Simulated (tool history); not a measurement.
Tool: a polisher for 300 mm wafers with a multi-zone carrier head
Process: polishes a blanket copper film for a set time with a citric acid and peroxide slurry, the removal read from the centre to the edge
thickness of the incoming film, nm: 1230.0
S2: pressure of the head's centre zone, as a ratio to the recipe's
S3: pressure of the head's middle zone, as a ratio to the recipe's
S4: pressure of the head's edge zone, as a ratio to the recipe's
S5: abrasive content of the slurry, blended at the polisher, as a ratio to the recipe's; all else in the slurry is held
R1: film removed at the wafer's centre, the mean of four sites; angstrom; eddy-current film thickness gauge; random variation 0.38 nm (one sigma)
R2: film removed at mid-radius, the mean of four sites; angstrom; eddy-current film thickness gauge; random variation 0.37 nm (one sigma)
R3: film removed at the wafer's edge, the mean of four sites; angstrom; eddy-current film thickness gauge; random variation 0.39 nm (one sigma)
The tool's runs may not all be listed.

{"run": 1, "hour": 0.0, "flow of slurry (ml/min)": 150, "S2": 1, "S3": 1, "S4": 1, "S5": 1, "polishing time (s)": 59, "R1": 1001.3, "R2": 995.01, "R3": 1008.5}
{"run": 2, "hour": 7.5, "flow of slurry (ml/min)": 145, "S2": 1.01, "S3": 0.97, "S4": 0.95, "S5": 0.85, "polishing time (s)": 51, "R1": 833.6, "R2": 789.23, "R3": 817.6}
{"run": 3, "hour": 14.9, "flow of slurry (ml/min)": 145, "S2": 1.02, "S3": 0.96, "S4": 0.91, "S5": 0.75, "polishing time (s)": 46, "R1": 737.24, "R2": 697.74, "R3": 698.4}
{"run": 4, "hour": 23.0, "flow of slurry (ml/min)": 145, "S2": 1.02, "S3": 0.96, "S4": 0.91, "S5": 0.75, "polishing time (s)": 36, "R1": 581.5, "R2": 546.03, "R3": 548.25}
{"run": 5, "hour": 31.7, "flow of slurry (ml/min)": 145, "S2": 1.02, "S3": 0.96, "S4": 0.91, "S5": 0.75, "polishing time (s)": 42, "R1": 680.18, "R2": 635.33, "R3": 640.58}
{"run": 6, "hour": 35.8, "flow of slurry (ml/min)": 140, "S2": 1.03, "S3": 0.94, "S4": 0.88, "S5": 0.65, "polishing time (s)": 40, "R1": 620.66, "R2": 571.57, "R3": 576.39}
{"run": 7, "hour": 42.8, "flow of slurry (ml/min)": 130, "S2": 1.04, "S3": 0.93, "S4": 0.86, "S5": 0.65, "polishing time (s)": 40, "R1": 617.33, "R2": 565.8, "R3": 561.07}
{"run": 8, "hour": 48.6, "flow of slurry (ml/min)": 120, "S2": 1.05, "S3": 0.91, "S4": 0.85, "S5": 0.65, "polishing time (s)": 40, "R1": 607.76, "R2": 540.8, "R3": 563.49}
{"run": 9, "hour": 55.3, "flow of slurry (ml/min)": 115, "S2": 1.06, "S3": 0.91, "S4": 0.84, "S5": 0.6, "polishing time (s)": 40, "R1": 600.25, "R2": 528.36, "R3": 546.5}

The next listed run, before its measurement:
{"run": 10, "hour": 56.1, "flow of slurry (ml/min)": 95, "S2": 1.08, "S3": 0.91, "S4": 0.81, "S5": 0.55, "polishing time (s)": 40, "R1": "?", "R2": "?", "R3": "?"}

Run 10 gave R1 564.3 angstrom, R2 490.92 angstrom, R3 502.06 angstrom.
